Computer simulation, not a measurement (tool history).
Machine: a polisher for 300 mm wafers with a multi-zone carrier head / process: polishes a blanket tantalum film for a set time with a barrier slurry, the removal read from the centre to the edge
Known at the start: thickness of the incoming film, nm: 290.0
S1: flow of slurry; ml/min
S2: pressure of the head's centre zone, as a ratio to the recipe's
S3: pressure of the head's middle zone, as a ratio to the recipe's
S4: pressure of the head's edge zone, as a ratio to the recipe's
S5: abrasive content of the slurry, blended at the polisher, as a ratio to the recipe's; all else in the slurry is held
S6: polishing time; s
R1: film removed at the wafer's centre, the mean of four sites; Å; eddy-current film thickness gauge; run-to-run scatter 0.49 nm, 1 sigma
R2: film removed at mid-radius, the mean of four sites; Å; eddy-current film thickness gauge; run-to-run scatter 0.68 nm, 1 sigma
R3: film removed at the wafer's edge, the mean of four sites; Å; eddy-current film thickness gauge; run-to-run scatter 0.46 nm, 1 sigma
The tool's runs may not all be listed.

run  hour   S1    S2    S3    S4    S5  S6      R1      R2      R3
  1   0.0  200  1.00  1.00  1.00  1.00  55  702.85  679.39  681.28
  2   7.0  200  0.96  1.00  1.00  1.00  55  672.28  663.94  677.30
  3  12.9  165  0.96  1.00  1.00  1.00  55  659.17  650.05  675.32
  4  17.6  165  0.96  1.00  1.00  1.15  55  685.65  679.70  695.45
  5  22.3  165  0.95  0.97  0.95  1.10  55  670.71  660.04  674.56
  6  23.8  165  0.95  0.94  0.92  1.05  55  660.05  620.90  658.59

Run 7, settings as shown, results not yet in. Your forecast:
  7  31.5  160  0.94  0.93  0.89  1.00  55   ?   ?   ?

Run 7 produced R1 642.64 Å, R2 603.17 Å, R3 640.00 Å.
